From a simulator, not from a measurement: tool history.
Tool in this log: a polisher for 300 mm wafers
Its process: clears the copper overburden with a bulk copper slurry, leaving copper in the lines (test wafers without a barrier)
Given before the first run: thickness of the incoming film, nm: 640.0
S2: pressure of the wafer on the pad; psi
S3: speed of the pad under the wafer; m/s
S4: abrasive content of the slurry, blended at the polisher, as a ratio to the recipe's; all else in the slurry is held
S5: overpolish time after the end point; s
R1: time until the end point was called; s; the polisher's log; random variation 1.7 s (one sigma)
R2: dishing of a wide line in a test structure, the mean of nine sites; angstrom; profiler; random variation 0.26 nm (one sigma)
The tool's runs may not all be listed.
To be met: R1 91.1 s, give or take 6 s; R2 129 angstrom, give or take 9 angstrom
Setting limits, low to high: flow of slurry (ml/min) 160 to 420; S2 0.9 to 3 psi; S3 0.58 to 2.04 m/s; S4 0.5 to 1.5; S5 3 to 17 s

{"run": 1, "day": 0.0, "flow of slurry (ml/min)": 270, "S2": 1.9, "S3": 1.3, "S4": 1, "S5": 9, "R1": 97.574, "R2": 238.43}
{"run": 2, "day": 0.242, "flow of slurry (ml/min)": 245, "S2": 1.9, "S3": 1.3, "S4": 1, "S5": 9, "R1": 101.24, "R2": 231.32}
{"run": 3, "day": 0.479, "flow of slurry (ml/min)": 225, "S2": 1.8, "S3": 1.4, "S4": 1, "S5": 8, "R1": 96.445, "R2": 224.96}
{"run": 4, "day": 0.583, "flow of slurry (ml/min)": 210, "S2": 1.6, "S3": 1.5, "S4": 1, "S5": 7, "R1": 107.57, "R2": 201.44}
{"run": 5, "day": 0.646, "flow of slurry (ml/min)": 210, "S2": 1.6, "S3": 1.5, "S4": 1.15, "S5": 7, "R1": 104.44, "R2": 199.96}
{"run": 6, "day": 0.7, "flow of slurry (ml/min)": 210, "S2": 1.6, "S3": 1.74, "S4": 1.15, "S5": 7, "R1": 88.696, "R2": 219.21}
{"run": 7, "day": 0.892, "flow of slurry (ml/min)": 200, "S2": 1.6, "S3": 1.74, "S4": 1.25, "S5": 6, "R1": 88.401, "R2": 211.65}
{"run": 8, "day": 1.246, "flow of slurry (ml/min)": 190, "S2": 1.5, "S3": 1.82, "S4": 1.2, "S5": 5, "R1": 91.2, "R2": 177.21}
{"run": 9, "day": 1.612, "flow of slurry (ml/min)": 185, "S2": 1.5, "S3": 1.86, "S4": 1.1, "S5": 5, "R1": 90.666, "R2": 177.57}
{"run": 10, "day": 1.762, "flow of slurry (ml/min)": 225, "S2": 0.9, "S3": 2.04, "S4": 1.3, "S5": 3, "R1": 130.29, "R2": 95.093}
{"run": 11, "day": 2.062, "flow of slurry (ml/min)": 230, "S2": 1, "S3": 2.04, "S4": 1.3, "S5": 3, "R1": 117.55, "R2": 103.75}
{"run": 12, "day": 2.192, "flow of slurry (ml/min)": 235, "S2": 1.1, "S3": 2.04, "S4": 1.3, "S5": 3, "R1": 104.36, "R2": 110.94}
{"run": 13, "day": 2.404, "flow of slurry (ml/min)": 255, "S2": 1.3, "S3": 2.04, "S4": 1.3, "S5": 5, "R1": 92.197, "R2": 177.59}
{"run": 14, "day": 2.629, "flow of slurry (ml/min)": 235, "S2": 1.3, "S3": 2.04, "S4": 1.25, "S5": 5, "R1": 95.245, "R2": 176.65}
{"run": 15, "day": 2.825, "flow of slurry (ml/min)": 310, "S2": 0.9, "S3": 2.04, "S4": 1.5, "S5": 3, "R1": 124.04, "R2": 104.82}
{"run": 16, "day": 2.992, "flow of slurry (ml/min)": 290, "S2": 1, "S3": 2.04, "S4": 1.5, "S5": 3, "R1": 111.29, "R2": 106.16}
{"run": 17, "day": 3.021, "flow of slurry (ml/min)": 290, "S2": 1.1, "S3": 2.04, "S4": 1.5, "S5": 3, "R1": 104.06, "R2": 116.29}
{"run": 18, "day": 3.354, "flow of slurry (ml/min)": 285, "S2": 1.1, "S3": 2.04, "S4": 1.5, "S5": 3, "R1": 101.75, "R2": 118.52}
{"run": 19, "day": 3.558, "flow of slurry (ml/min)": 280, "S2": 1.1, "S3": 2.04, "S4": 1.5, "S5": 3, "R1": 105.31, "R2": 116.27}
{"run": 20, "day": 3.683, "flow of slurry (ml/min)": 270, "S2": 1.1, "S3": 2.04, "S4": 1.5, "S5": 3, "R1": 105, "R2": 114.37}
{"run": 21, "day": 3.788, "flow of slurry (ml/min)": 265, "S2": 1.1, "S3": 2.04, "S4": 1.5, "S5": 3, "R1": 103.89, "R2": 114.51}

Of the 4 settings listed for the next run, only one would bring every result within its allowed miss of target. Which one?
{"run": "A", "day": 3.892, "flow of slurry (ml/min)": 255, "S2": 1.1, "S3": 1.98, "S4": 1.45, "S5": 3, "R1": "?", "R2": "?"}
{"run": "B", "day": 3.892, "flow of slurry (ml/min)": 275, "S2": 1, "S3": 2.04, "S4": 1.5, "S5": 4, "R1": "?", "R2": "?"}
{"run": "C", "day": 3.892, "flow of slurry (ml/min)": 270, "S2": 1, "S3": 1.88, "S4": 1.35, "S5": 3, "R1": "?", "R2": "?"}
{"run": "D", "day": 3.892, "flow of slurry (ml/min)": 230, "S2": 1.3, "S3": 2.04, "S4": 1.4, "S5": 3, "R1": "?", "R2": "?"}

move=A R1=106.87 R2=116.01
move=B R1=112.42 R2=137.67
move=C R1=123.96 R2=103.13
move=D R1=90.378 R2=132.05
A: misses by more than the last run did
B: misses by more than the last run did
C: misses by more than the last run did
D: each result inside its tolerance
Answer: D
